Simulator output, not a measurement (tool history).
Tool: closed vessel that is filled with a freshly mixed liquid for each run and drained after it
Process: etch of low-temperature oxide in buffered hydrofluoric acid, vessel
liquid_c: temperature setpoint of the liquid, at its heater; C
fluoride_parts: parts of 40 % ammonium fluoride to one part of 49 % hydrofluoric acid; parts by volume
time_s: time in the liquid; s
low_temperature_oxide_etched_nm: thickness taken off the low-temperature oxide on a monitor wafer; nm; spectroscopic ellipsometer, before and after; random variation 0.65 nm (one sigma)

run	day	liquid_c	fluoride_parts	time_s	low_temperature_oxide_etched_nm
1	0.000	23.0	14.0	90	194.78
2	0.242	21.5	14.0	90	179.63
3	0.500	21.5	16.5	90	153.26
4	0.883	21.0	16.5	90	148.26
5	1.150	21.0	20.5	90	121.98
6	1.417	21.5	20.5	90	126.39
7	1.638	22.0	20.5	90	129.35

Forecast run 8:
8	1.833	22.5	20.5	90	?

low_temperature_oxide_etched_nm: 133.69 nm
